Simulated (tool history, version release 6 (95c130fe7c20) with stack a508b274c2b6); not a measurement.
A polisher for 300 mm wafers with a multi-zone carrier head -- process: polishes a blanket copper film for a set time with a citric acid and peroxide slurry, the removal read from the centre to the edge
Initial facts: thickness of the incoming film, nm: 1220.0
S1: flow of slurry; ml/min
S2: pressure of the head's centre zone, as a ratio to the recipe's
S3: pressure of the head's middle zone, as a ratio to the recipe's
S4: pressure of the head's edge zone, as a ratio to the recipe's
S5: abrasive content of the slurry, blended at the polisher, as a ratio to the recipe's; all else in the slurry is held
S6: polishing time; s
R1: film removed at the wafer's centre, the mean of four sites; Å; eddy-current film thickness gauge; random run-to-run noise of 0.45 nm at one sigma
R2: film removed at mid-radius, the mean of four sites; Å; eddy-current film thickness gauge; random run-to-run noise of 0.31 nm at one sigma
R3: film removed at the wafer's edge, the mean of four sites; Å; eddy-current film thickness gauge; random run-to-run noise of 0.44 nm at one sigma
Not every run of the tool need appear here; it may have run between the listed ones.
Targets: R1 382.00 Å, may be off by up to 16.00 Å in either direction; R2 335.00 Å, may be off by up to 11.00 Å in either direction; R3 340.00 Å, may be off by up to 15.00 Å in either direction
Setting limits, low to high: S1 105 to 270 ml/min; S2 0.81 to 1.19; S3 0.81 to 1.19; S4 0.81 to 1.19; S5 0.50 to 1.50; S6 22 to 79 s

{"run": 1, "hour": 0.0, "S1": 175, "S2": 1.0, "S3": 1.0, "S4": 1.0, "S5": 1.0, "S6": 50, "R1": 743.71, "R2": 702.6, "R3": 701.47}
{"run": 2, "hour": 1.9, "S1": 175, "S2": 0.95, "S3": 1.0, "S4": 1.0, "S5": 1.0, "S6": 50, "R1": 725.96, "R2": 692.7, "R3": 690.99}
{"run": 3, "hour": 8.6, "S1": 175, "S2": 0.95, "S3": 0.99, "S4": 0.98, "S5": 0.95, "S6": 47, "R1": 665.96, "R2": 643.48, "R3": 646.05}
{"run": 4, "hour": 13.6, "S1": 175, "S2": 0.95, "S3": 1.02, "S4": 0.98, "S5": 0.95, "S6": 47, "R1": 665.95, "R2": 655.33, "R3": 644.02}
{"run": 5, "hour": 20.0, "S1": 170, "S2": 0.97, "S3": 1.01, "S4": 0.96, "S5": 0.9, "S6": 44, "R1": 606.92, "R2": 598.27, "R3": 570.73}
{"run": 6, "hour": 27.0, "S1": 165, "S2": 0.98, "S3": 0.99, "S4": 0.95, "S5": 0.85, "S6": 42, "R1": 582.93, "R2": 555.78, "R3": 540.89}
{"run": 7, "hour": 30.0, "S1": 160, "S2": 0.98, "S3": 0.97, "S4": 0.94, "S5": 0.8, "S6": 40, "R1": 536.05, "R2": 507.56, "R3": 491.61}
{"run": 8, "hour": 31.2, "S1": 155, "S2": 0.98, "S3": 0.95, "S4": 0.93, "S5": 0.75, "S6": 39, "R1": 503.96, "R2": 481.82, "R3": 469.22}
{"run": 9, "hour": 32.6, "S1": 155, "S2": 0.99, "S3": 0.93, "S4": 0.92, "S5": 0.7, "S6": 38, "R1": 493.96, "R2": 443.55, "R3": 446.86}
{"run": 10, "hour": 40.6, "S1": 150, "S2": 0.99, "S3": 0.92, "S4": 0.91, "S5": 0.7, "S6": 37, "R1": 491.26, "R2": 423.55, "R3": 430.29}
{"run": 11, "hour": 45.6, "S1": 145, "S2": 0.98, "S3": 0.91, "S4": 0.9, "S5": 0.7, "S6": 37, "R1": 472.39, "R2": 421.87, "R3": 431.3}
{"run": 12, "hour": 46.3, "S1": 145, "S2": 0.98, "S3": 0.91, "S4": 0.89, "S5": 0.7, "S6": 36, "R1": 467.43, "R2": 407.27, "R3": 424.93}
{"run": 13, "hour": 55.1, "S1": 145, "S2": 0.98, "S3": 0.91, "S4": 0.89, "S5": 0.7, "S6": 35, "R1": 448.33, "R2": 394.45, "R3": 399.12}
{"run": 14, "hour": 58.3, "S1": 145, "S2": 0.98, "S3": 0.91, "S4": 0.88, "S5": 0.7, "S6": 35, "R1": 446.97, "R2": 387.62, "R3": 391.8}
{"run": 15, "hour": 64.3, "S1": 145, "S2": 0.97, "S3": 0.91, "S4": 0.87, "S5": 0.7, "S6": 35, "R1": 445.53, "R2": 394.14, "R3": 401.53}
{"hour": 68.3, "done": "centre zone pressure recalibrated"}
{"run": 16, "hour": 68.3, "S1": 130, "S2": 0.98, "S3": 0.91, "S4": 0.85, "S5": 0.5, "S6": 28, "R1": 289.95, "R2": 278.55, "R3": 282.9}
{"run": 17, "hour": 76.0, "S1": 140, "S2": 0.98, "S3": 0.91, "S4": 0.86, "S5": 0.5, "S6": 28, "R1": 295.36, "R2": 284.89, "R3": 287.75}

Exercise: of the 4 proposed moves below, exactly one satisfies all targets within the stated allowed misses. Which move is it?
{"run": "A", "hour": 83.7, "S1": 120, "S2": 0.82, "S3": 0.91, "S4": 0.99, "S5": 0.5, "S6": 26, "R1": "?", "R2": "?", "R3": "?"}
{"run": "B", "hour": 83.7, "S1": 120, "S2": 1.05, "S3": 0.89, "S4": 0.81, "S5": 0.7, "S6": 32, "R1": "?", "R2": "?", "R3": "?"}
{"run": "C", "hour": 83.7, "S1": 135, "S2": 0.94, "S3": 0.95, "S4": 0.88, "S5": 0.5, "S6": 26, "R1": "?", "R2": "?", "R3": "?"}
{"run": "D", "hour": 83.7, "S1": 125, "S2": 0.96, "S3": 0.83, "S4": 0.85, "S5": 0.5, "S6": 33, "R1": "?", "R2": "?", "R3": "?"}

move=A R1=222.63 R2=255.08 R3=273.61
move=B R1=388.97 R2=340.70 R3=339.98
move=C R1=264.83 R2=272.60 R3=264.50
move=D R1=335.39 R2=303.33 R3=326.48
A: the biggest miss grows against the last run
B: meets every target
C: the biggest miss grows against the last run
D: better than the last run, though not everything is in spec
The right move is B.

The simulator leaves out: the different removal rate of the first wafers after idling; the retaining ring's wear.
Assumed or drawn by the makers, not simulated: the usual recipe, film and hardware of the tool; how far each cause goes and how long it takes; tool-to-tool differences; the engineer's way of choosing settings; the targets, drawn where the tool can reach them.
